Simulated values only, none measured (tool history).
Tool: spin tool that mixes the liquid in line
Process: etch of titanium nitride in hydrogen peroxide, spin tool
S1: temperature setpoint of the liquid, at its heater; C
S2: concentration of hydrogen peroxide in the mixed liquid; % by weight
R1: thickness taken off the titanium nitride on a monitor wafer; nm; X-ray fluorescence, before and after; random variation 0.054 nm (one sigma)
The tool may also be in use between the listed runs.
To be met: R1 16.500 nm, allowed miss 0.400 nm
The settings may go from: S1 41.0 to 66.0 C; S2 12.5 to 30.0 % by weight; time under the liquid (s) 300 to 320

Run 1, hour 0.0: S1 57.0 C, S2 24.5 % by weight, time under the liquid (s) 300. Result: R1 31.183 nm.
Run 2, hour 8.1: S1 53.0 C, S2 24.5 % by weight, time under the liquid (s) 300. Result: R1 23.235 nm.
Run 3, hour 10.7: S1 56.0 C, S2 24.5 % by weight, time under the liquid (s) 300. Result: R1 28.878 nm.
Run 4, hour 11.4: S1 51.0 C, S2 24.5 % by weight, time under the liquid (s) 300. Result: R1 20.215 nm.
At hour 15.5: heated supply line repaired.
Run 5, hour 15.5: S1 51.0 C, S2 29.5 % by weight, time under the liquid (s) 300. Result: R1 25.586 nm.
Run 6, hour 20.2: S1 50.0 C, S2 29.5 % by weight, time under the liquid (s) 300. Result: R1 23.768 nm.
Run 7, hour 29.1: S1 44.0 C, S2 29.5 % by weight, time under the liquid (s) 300. Result: R1 15.182 nm.
Run 8, hour 37.8: S1 44.5 C, S2 29.5 % by weight, time under the liquid (s) 300. Result: R1 15.855 nm.

Which of these 4 next moves meets every target?
Run A, hour 46.5: S1 46.0 C, S2 21.5 % by weight, time under the liquid (s) 300. Result: R1 ?.
Run B, hour 46.5: S1 44.5 C, S2 27.5 % by weight, time under the liquid (s) 300. Result: R1 ?.
Run C, hour 46.5: S1 45.5 C, S2 29.0 % by weight, time under the liquid (s) 305. Result: R1 ?.
Run D, hour 46.5: S1 42.5 C, S2 30.0 % by weight, time under the liquid (s) 315. Result: R1 ?.

move      R1
   A  16.462
   B  15.534
   C  17.215
   D  14.305
A: meets every target
B: further off than the last run
C: takes the result that was furthest off past its target
D: further off than the last run
Answer: A
